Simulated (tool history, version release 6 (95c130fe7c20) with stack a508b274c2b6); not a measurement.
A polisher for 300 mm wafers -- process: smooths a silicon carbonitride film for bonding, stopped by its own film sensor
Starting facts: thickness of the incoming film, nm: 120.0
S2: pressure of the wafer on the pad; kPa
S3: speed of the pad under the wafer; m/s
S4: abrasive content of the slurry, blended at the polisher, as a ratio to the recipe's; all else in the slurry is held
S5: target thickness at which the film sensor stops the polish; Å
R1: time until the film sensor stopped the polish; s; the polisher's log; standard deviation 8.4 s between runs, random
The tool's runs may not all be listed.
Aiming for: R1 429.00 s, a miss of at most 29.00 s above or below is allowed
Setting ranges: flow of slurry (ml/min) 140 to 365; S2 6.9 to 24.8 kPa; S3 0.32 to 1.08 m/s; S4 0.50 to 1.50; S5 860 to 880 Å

run 1 hour=0.0 | flow_of_slurry_(ml/min)=235 S2=15.9 S3=0.70 S4=1.00 S5=880 | R1=180.92
run 2 hour=5.4 | flow_of_slurry_(ml/min)=195 S2=15.9 S3=0.70 S4=1.00 S5=880 | R1=182.74
run 3 hour=7.9 | flow_of_slurry_(ml/min)=195 S2=17.9 S3=0.70 S4=1.00 S5=880 | R1=165.81
run 4 hour=9.5 | flow_of_slurry_(ml/min)=195 S2=15.9 S3=0.62 S4=0.95 S5=880 | R1=210.25
run 5 hour=12.3 | flow_of_slurry_(ml/min)=195 S2=15.9 S3=0.62 S4=0.95 S5=880 | R1=203.97
-- hour=19.8 head pressure recalibrated
run 6 hour=19.8 | flow_of_slurry_(ml/min)=195 S2=15.9 S3=0.62 S4=1.15 S5=880 | R1=170.58
run 7 hour=22.1 | flow_of_slurry_(ml/min)=195 S2=13.8 S3=0.54 S4=1.10 S5=880 | R1=217.54
run 8 hour=30.1 | flow_of_slurry_(ml/min)=195 S2=12.4 S3=0.48 S4=1.05 S5=880 | R1=259.43
run 9 hour=37.6 | flow_of_slurry_(ml/min)=195 S2=11.0 S3=0.44 S4=1.00 S5=880 | R1=302.42
run 10 hour=39.8 | flow_of_slurry_(ml/min)=195 S2=10.3 S3=0.40 S4=1.00 S5=880 | R1=340.68
run 11 hour=48.0 | flow_of_slurry_(ml/min)=195 S2=6.9 S3=0.38 S4=1.00 S5=880 | R1=512.12
run 12 hour=56.7 | flow_of_slurry_(ml/min)=195 S2=6.9 S3=0.38 S4=1.00 S5=880 | R1=470.53

Next run, 5 choices. One meets every target within its allowed miss, the rest don't. Which?
run A hour=65.4 | flow_of_slurry_(ml/min)=140 S2=9.0 S3=0.48 S4=0.55 S5=870 | R1=?
run B hour=65.4 | flow_of_slurry_(ml/min)=205 S2=8.3 S3=0.38 S4=1.00 S5=870 | R1=?
run C hour=65.4 | flow_of_slurry_(ml/min)=200 S2=7.6 S3=0.38 S4=0.85 S5=880 | R1=?
run D hour=65.4 | flow_of_slurry_(ml/min)=165 S2=8.3 S3=0.32 S4=0.90 S5=860 | R1=?
run E hour=65.4 | flow_of_slurry_(ml/min)=225 S2=6.9 S3=0.32 S4=1.20 S5=860 | R1=?

move=A R1=611.29
move=B R1=437.61
move=C R1=508.77
move=D R1=532.41
move=E R1=514.66
A: the biggest miss grows against the last run
B: meets every target
C: the biggest miss grows against the last run
D: the biggest miss grows against the last run
E: the biggest miss grows against the last run
So the answer is move B, the one that meets all the targets.
